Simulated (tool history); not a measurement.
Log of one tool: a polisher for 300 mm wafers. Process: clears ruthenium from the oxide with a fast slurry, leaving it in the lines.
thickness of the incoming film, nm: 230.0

| run | day | flow of slurry (ml/min) | pressure of the wafer on the pad (psi) | speed of the pad under the wafer (m/s) | abrasive content of the slurry | overpolish time after the end point (s) | time until the end point was called (s) | dishing of a wide line in a test structure (angstrom) |
|---|---|---|---|---|---|---|---|---|
| 1 | 0.000 | 255 | 3.4 | 1.18 | 1.0 | 16 | 39.766 | 780.29 |
| 2 | 0.096 | 255 | 3.6 | 1.18 | 1.0 | 15 | 37.367 | 755.07 |
| 3 | 0.388 | 255 | 3.6 | 1.18 | 1.0 | 21 | 37.561 | 1005.40 |
| 4 | 0.562 | 255 | 3.8 | 1.18 | 1.0 | 19 | 34.667 | 996.20 |
| 5 | 0.875 | 255 | 3.8 | 1.02 | 1.0 | 19 | 40.813 | 854.35 |
| 6 | 1.121 | 255 | 4.0 | 1.02 | 1.0 | 17 | 39.926 | 823.06 |
| 7 | 1.492 | 255 | 4.2 | 1.04 | 1.0 | 15 | 36.773 | 782.94 |
| 8 | 1.638 | 255 | 4.3 | 1.04 | 1.0 | 14 | 35.850 | 765.10 |

The next listed run, before its measurement:
| 9 | 1.858 | 255 | 4.4 | 1.04 | 1.0 | 13 | ? | ? |

time until the end point was called (s): 34.593
dishing of a wide line in a test structure (angstrom): 718.43

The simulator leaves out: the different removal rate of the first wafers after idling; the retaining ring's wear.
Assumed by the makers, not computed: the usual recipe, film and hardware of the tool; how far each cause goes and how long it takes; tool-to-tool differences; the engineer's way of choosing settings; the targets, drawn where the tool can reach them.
